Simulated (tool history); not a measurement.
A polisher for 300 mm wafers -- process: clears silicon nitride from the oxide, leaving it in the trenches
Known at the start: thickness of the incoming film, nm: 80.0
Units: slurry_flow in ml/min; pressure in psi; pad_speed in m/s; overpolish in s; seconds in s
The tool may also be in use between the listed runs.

| run | hour | slurry_flow | pressure | pad_speed | overpolish | seconds |
|---|---|---|---|---|---|---|
| 1 | 0 | 160 | 2.5 | 0.84 | 26 | 98.299 |
| 2 | 1.3 | 160 | 2.4 | 0.84 | 26 | 102.26 |
| 3 | 9.7 | 160 | 2.3 | 0.84 | 26 | 106.26 |
| 4 | 12.7 | 160 | 2.2 | 0.84 | 26 | 112.19 |
| 5 | 19.1 | 160 | 2.1 | 0.84 | 26 | 119.77 |
| 6 | 22.8 | 160 | 2.1 | 0.62 | 26 | 156.42 |

What does the tool deliver on the next run?
| 7 | 29.4 | 160 | 2.2 | 0.62 | 26 | ? |

seconds: 148.96 s
